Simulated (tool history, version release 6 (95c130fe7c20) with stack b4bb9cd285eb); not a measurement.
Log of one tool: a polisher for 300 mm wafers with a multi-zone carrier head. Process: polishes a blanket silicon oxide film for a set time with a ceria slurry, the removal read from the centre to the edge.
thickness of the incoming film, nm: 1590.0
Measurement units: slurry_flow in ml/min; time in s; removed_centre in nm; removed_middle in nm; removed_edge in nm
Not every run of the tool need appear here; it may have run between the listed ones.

{"run": 1, "hour": 0.0, "slurry_flow": 240, "centre_zone": 1.0, "middle_zone": 1.0, "edge_zone": 1.0, "time": 33, "removed_centre": 134.22, "removed_middle": 132.76, "removed_edge": 137.54}
{"run": 2, "hour": 0.7, "slurry_flow": 240, "centre_zone": 1.04, "middle_zone": 1.0, "edge_zone": 1.0, "time": 33, "removed_centre": 138.31, "removed_middle": 133.65, "removed_edge": 135.04}
{"run": 3, "hour": 1.6, "slurry_flow": 240, "centre_zone": 1.11, "middle_zone": 1.0, "edge_zone": 1.0, "time": 33, "removed_centre": 148.08, "removed_middle": 132.84, "removed_edge": 136.57}
{"run": 4, "hour": 4.1, "slurry_flow": 215, "centre_zone": 1.05, "middle_zone": 0.99, "edge_zone": 0.95, "time": 28, "removed_centre": 117.99, "removed_middle": 111.6, "removed_edge": 110.41}
{"run": 5, "hour": 6.5, "slurry_flow": 200, "centre_zone": 0.99, "middle_zone": 0.97, "edge_zone": 0.92, "time": 25, "removed_centre": 97.805, "removed_middle": 98.071, "removed_edge": 96.746}
{"run": 6, "hour": 9.5, "slurry_flow": 165, "centre_zone": 0.99, "middle_zone": 0.97, "edge_zone": 0.92, "time": 25, "removed_centre": 93.09, "removed_middle": 93.689, "removed_edge": 95.233}
{"run": 7, "hour": 11.3, "slurry_flow": 180, "centre_zone": 0.96, "middle_zone": 0.95, "edge_zone": 0.89, "time": 22, "removed_centre": 81.538, "removed_middle": 82.126, "removed_edge": 83.771}

Run 8 comes next. What will it give?
{"run": 8, "hour": 16.0, "slurry_flow": 250, "centre_zone": 0.88, "middle_zone": 0.98, "edge_zone": 0.81, "time": 16, "removed_centre": "?", "removed_middle": "?", "removed_edge": "?"}

Run 8 yielded removed_centre 57.136 nm, removed_middle 65.076 nm, removed_edge 58.892 nm.
